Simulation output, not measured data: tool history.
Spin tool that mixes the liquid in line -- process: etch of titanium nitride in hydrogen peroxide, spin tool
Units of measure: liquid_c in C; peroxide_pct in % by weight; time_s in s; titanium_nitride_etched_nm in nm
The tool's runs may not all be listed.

run 1 day=0.000 | liquid_c=48.0 peroxide_pct=25.0 time_s=310 | titanium_nitride_etched_nm=9.9927
run 2 day=0.129 | liquid_c=47.0 peroxide_pct=25.0 time_s=310 | titanium_nitride_etched_nm=9.2541
run 3 day=0.321 | liquid_c=47.0 peroxide_pct=25.0 time_s=310 | titanium_nitride_etched_nm=9.2013
run 4 day=0.483 | liquid_c=47.0 peroxide_pct=21.5 time_s=310 | titanium_nitride_etched_nm=8.9404
run 5 day=0.717 | liquid_c=46.0 peroxide_pct=21.5 time_s=310 | titanium_nitride_etched_nm=8.3372
run 6 day=1.025 | liquid_c=45.5 peroxide_pct=21.5 time_s=310 | titanium_nitride_etched_nm=8.0265
run 7 day=1.142 | liquid_c=45.0 peroxide_pct=21.5 time_s=310 | titanium_nitride_etched_nm=7.7004
run 8 day=1.438 | liquid_c=44.5 peroxide_pct=21.5 time_s=310 | titanium_nitride_etched_nm=7.4594
run 9 day=1.812 | liquid_c=44.0 peroxide_pct=21.5 time_s=310 | titanium_nitride_etched_nm=7.1759
run 10 day=2.029 | liquid_c=43.5 peroxide_pct=21.5 time_s=310 | titanium_nitride_etched_nm=6.8431

Expected results for the next run?
-- day=2.108 heated supply line repaired
run 11 day=2.108 | liquid_c=43.0 peroxide_pct=21.5 time_s=310 | titanium_nitride_etched_nm=?

titanium_nitride_etched_nm: 8.0953 nm

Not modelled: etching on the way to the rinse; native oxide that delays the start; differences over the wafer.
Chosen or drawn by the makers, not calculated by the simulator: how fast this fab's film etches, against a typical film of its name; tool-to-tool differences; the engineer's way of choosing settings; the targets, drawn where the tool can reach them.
